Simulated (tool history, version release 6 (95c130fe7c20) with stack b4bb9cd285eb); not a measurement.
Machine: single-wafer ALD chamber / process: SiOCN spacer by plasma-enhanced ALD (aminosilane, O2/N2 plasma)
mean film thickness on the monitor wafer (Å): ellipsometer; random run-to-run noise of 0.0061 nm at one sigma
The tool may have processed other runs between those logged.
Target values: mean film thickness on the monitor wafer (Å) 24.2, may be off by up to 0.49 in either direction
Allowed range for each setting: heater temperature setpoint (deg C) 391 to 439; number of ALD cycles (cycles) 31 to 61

run    day  heater temperature setpoint (deg C)  number of ALD cycles (cycles)  mean film thickness on the monitor wafer (Å)
  1      0                                  415                             46                                        27.296
  2  0.204                                  416                             46                                        27.139
  3    0.4                                  416                             50                                        29.565
  4  0.562                                  410                             50                                        30.029
  5  0.858                                  420                             50                                         29.28
  6  1.196                                  421                             49                                         28.41
  7  1.542                                  422                             48                                          27.8
  8  1.671                                  423                             47                                        27.199

Below are 5 possible settings for the next run. Only one of them brings all results inside the allowed miss of their targets. Which is it?
  A  1.8                                  408                             40                                             ?
  B  1.8                                  421                             40                                             ?
  C  1.8                                  435                             41                                             ?
  D  1.8                                  437                             41                                             ?
  E  1.8                                  426                             40                                             ?

move  mean film thickness on the monitor wafer (Å)
   A                                        24.118
   B                                        23.168
   C                                        22.699
   D                                        22.549
   E                                        22.803
A: every result within its allowed miss
B: the result that was furthest off in the last run now lies on the other side of its target
C: the result that was furthest off in the last run now lies on the other side of its target
D: the result that was furthest off in the last run now lies on the other side of its target
E: the result that was furthest off in the last run now lies on the other side of its target
Correct choice: A, which meets every target
